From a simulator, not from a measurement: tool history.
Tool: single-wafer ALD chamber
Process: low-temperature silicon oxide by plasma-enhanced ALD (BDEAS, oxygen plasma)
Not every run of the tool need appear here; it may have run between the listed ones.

run,hour,heater temperature setpoint (°C),number of ALD cycles (cycles),mean film thickness on the monitor wafer (angstrom)
1,0,110,30,39.445
2,0.8,109,31,40.831
3,3,99,31,42.247
4,11.7,98,32,43.581
5,15.8,98,34,46.34
6,19,97,34,46.307

Estimate the outcome of run 7 from the log above:
7,25.7,96,34,?

{"run 7": {"mean film thickness on the monitor wafer (angstrom)": 46.994}}

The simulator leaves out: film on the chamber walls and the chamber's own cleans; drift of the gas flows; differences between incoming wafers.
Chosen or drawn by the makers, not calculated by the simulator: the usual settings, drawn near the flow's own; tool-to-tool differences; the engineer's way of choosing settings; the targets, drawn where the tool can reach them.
